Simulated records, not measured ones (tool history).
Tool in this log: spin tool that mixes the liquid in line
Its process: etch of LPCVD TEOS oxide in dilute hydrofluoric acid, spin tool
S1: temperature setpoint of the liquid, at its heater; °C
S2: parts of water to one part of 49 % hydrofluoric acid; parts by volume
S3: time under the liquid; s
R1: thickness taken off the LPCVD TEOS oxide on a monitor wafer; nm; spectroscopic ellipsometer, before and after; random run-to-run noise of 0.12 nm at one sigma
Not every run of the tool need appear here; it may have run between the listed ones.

| run | day | S1 | S2 | S3 | R1 |
|---|---|---|---|---|---|
| 1 | 0.000 | 23.0 | 215 | 130 | 9.089 |
| 2 | 0.183 | 25.5 | 180 | 130 | 12.464 |
| 3 | 0.446 | 28.5 | 180 | 130 | 13.845 |
| 4 | 0.625 | 30.5 | 180 | 130 | 14.845 |
| 5 | 0.833 | 30.5 | 155 | 130 | 17.887 |
| 6 | 0.921 | 27.5 | 155 | 130 | 16.065 |
| 7 | 1.200 | 28.5 | 140 | 130 | 18.709 |
| 8 | 1.546 | 29.0 | 135 | 130 | 19.891 |
| 9 | 1.817 | 29.5 | 130 | 130 | 21.160 |

Predict the results of run 10:
| 10 | 1.992 | 30.0 | 125 | 130 | ? |

Run 10 measured R1 22.592 nm.
